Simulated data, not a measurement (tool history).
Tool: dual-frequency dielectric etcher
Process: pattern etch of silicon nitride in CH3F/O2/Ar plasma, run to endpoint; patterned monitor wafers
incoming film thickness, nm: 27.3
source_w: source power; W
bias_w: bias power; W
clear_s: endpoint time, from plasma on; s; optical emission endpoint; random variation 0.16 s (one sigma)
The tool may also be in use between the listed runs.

run  hour  source_w  bias_w  clear_s
  1   0.0       370     100   29.071
  2   2.2       370      90   31.226
  3   6.8       370      82   32.470
  4  12.3       370      74   34.408
  5  20.7       370      86   31.677
  6  28.7       400      86   30.962
  7  31.1       410      88   30.579
  8  38.5       420      90   29.360

Forecast run 9:
  9  42.0       430      90        ?

{"run 9": {"clear_s": 29.393}}
